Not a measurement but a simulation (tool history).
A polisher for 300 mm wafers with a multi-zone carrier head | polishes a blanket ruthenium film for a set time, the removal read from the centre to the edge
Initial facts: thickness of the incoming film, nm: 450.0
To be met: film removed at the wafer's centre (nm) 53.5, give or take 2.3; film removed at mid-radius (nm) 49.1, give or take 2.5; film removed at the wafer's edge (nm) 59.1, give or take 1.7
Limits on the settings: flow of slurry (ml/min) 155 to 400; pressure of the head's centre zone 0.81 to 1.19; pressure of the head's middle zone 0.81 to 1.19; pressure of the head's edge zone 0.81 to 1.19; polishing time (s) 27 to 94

run  hour  flow of slurry (ml/min)  pressure of the head's centre zone  pressure of the head's middle zone  pressure of the head's edge zone  polishing time (s)  film removed at the wafer's centre (nm)  film removed at mid-radius (nm)  film removed at the wafer's edge (nm)
  1     0                      255                                   1                                   1                                 1                  60                                   101.49                           95.453                                  98.34
  2   8.4                      245                                0.97                                0.96                                 1                  54                                   88.596                            82.28                                 88.196
  3  16.4                      235                                0.94                                0.93                              0.99                  49                                   76.671                            73.91                                 80.976
  4  21.2                      230                                0.94                                0.91                              0.99                  45                                   70.819                            65.94                                 73.245
  5  25.4                      230                                0.94                                0.91                              0.99                  37                                   56.597                           55.136                                 60.477
  6  27.9                      225                                0.93                                0.89                              0.99                  37                                   56.631                           54.642                                 59.648
  7  36.8                      220                                0.93                                0.87                              1.01                  37                                    56.45                           51.696                                 60.831
  8  44.9                      220                                0.93                                0.87                              1.01                  37                                   56.276                           52.382                                 61.531
  9  46.2                      215                                0.93                                0.86                              1.01                  37                                   56.599                           49.951                                 60.881

Which one of the following 5 next-run settings gets every result inside its allowed miss? There is exactly one.
  A  47.5                      160                                0.84                                0.83                              1.06                  39                                        ?                                ?                                      ?
  B  47.5                      245                                0.91                                0.87                              1.03                  35                                        ?                                ?                                      ?
  C  47.5                      205                                0.87                                0.81                              1.11                  38                                        ?                                ?                                      ?
  D  47.5                      275                                0.97                                0.95                              0.99                  35                                        ?                                ?                                      ?
  E  47.5                      155                                0.94                                0.83                              1.02                  41                                        ?                                ?                                      ?

move  film removed at the wafer's centre (nm)  film removed at mid-radius (nm)  film removed at the wafer's edge (nm)
   A                                   50.488                           49.652                                 62.587
   B                                   53.354                           49.853                                 58.453
   C                                   53.745                           49.726                                 64.643
   D                                   57.841                           54.394                                 57.904
   E                                    58.97                           51.797                                 64.226
A: carries the result that was furthest off beyond its target, to the other side
B: in spec on every target
C: brings the last run's worst result on target, with another outside its allowed miss
D: lands further from the targets than the last run did
E: lands further from the targets than the last run did
Go with B: it meets all targets.
